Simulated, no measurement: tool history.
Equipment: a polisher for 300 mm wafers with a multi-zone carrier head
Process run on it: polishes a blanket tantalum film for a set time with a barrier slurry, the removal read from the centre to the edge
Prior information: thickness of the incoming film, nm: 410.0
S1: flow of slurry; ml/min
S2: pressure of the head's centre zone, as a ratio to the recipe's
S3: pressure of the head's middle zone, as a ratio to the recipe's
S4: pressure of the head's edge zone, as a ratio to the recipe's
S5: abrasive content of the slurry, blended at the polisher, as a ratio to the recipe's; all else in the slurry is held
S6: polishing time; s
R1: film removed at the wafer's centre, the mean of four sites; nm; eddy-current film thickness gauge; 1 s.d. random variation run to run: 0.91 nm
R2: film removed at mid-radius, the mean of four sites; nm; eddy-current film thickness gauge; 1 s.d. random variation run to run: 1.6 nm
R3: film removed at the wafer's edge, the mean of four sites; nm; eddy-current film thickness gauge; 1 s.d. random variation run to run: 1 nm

run 1 hour=0 | S1=290 S2=1 S3=1 S4=1 S5=1 S6=60 | R1=118.78 R2=118.35 R3=118.44
run 2 hour=7.6 | S1=290 S2=1 S3=1 S4=1.07 S5=1 S6=60 | R1=118.63 R2=119.13 R3=123.29
run 3 hour=16.6 | S1=290 S2=1.07 S3=1 S4=1.07 S5=1 S6=60 | R1=126.71 R2=117.51 R3=124.66
run 4 hour=19.3 | S1=295 S2=1.07 S3=0.99 S4=1.1 S5=1.1 S6=60 | R1=130.8 R2=123.38 R3=129.43
run 5 hour=21.8 | S1=285 S2=1.06 S3=0.95 S4=1.12 S5=1.15 S6=61 | R1=131.86 R2=120.11 R3=132.35
run 6 hour=22.8 | S1=285 S2=1.06 S3=0.95 S4=1.12 S5=1.15 S6=73 | R1=158.89 R2=146.73 R3=160.59
run 7 hour=30.2 | S1=270 S2=1.05 S3=0.93 S4=1.12 S5=1.15 S6=73 | R1=156.38 R2=140.08 R3=160.47
run 8 hour=33.6 | S1=260 S2=1.04 S3=0.92 S4=1.11 S5=1.15 S6=73 | R1=154.28 R2=143.14 R3=158.9
run 9 hour=42.5 | S1=260 S2=1.03 S3=0.9 S4=1.11 S5=1.15 S6=73 | R1=151.42 R2=137.02 R3=158.79
run 10 hour=43.2 | S1=255 S2=1.03 S3=0.89 S4=1.1 S5=1.15 S6=73 | R1=152.67 R2=135.8 R3=158.32
run 11 hour=45.8 | S1=250 S2=1.02 S3=0.88 S4=1.09 S5=1.15 S6=73 | R1=150.2 R2=134.4 R3=154.73
run 12 hour=49.8 | S1=245 S2=1.02 S3=0.87 S4=1.09 S5=1.15 S6=73 | R1=149.74 R2=131.26 R3=157.11

What does the tool deliver on the next run?
run 13 hour=54.1 | S1=240 S2=1.02 S3=0.87 S4=1.09 S5=1.15 S6=73 | R1=? R2=? R3=?

Run 13 produced R1 150.82 nm, R2 131.59 nm, R3 155.68 nm.

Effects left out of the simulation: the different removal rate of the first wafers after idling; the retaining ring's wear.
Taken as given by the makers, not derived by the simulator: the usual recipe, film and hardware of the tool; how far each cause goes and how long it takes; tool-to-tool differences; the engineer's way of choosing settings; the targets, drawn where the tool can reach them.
